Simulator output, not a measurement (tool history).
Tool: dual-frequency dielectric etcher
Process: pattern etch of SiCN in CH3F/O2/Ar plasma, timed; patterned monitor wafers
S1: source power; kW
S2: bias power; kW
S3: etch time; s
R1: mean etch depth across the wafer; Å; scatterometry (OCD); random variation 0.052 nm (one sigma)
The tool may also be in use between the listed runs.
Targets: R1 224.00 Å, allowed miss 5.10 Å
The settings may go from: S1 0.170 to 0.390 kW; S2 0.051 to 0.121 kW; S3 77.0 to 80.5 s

run    day     S1     S2    S3      R1
  1  0.000  0.280  0.086  77.0  288.23
  2  0.200  0.270  0.083  77.0  277.39
  3  0.517  0.270  0.096  77.0  301.32
  4  0.746  0.260  0.093  77.0  292.14
  5  0.829  0.250  0.090  77.0  280.70
  6  0.925  0.250  0.090  77.0  280.84
  7  1.238  0.240  0.088  77.0  270.93
  8  1.458  0.180  0.070  77.0  200.02

5 next moves are on the table. One of them brings every result within its allowed miss. Which?
  A  1.679  0.180  0.076  77.0   ?
  B  1.679  0.180  0.087  79.5   ?
  C  1.679  0.240  0.067  80.0   ?
  D  1.679  0.170  0.078  79.0   ?
  E  1.679  0.170  0.084  79.5   ?

move      R1
   A  211.57
   B  237.96
   C  237.27
   D  211.12
   E  222.68
A: nearer than the last run, and not there yet
B: takes the result that was furthest off past its target
C: takes the result that was furthest off past its target
D: nearer than the last run, and not there yet
E: meets every target
The right move is E.
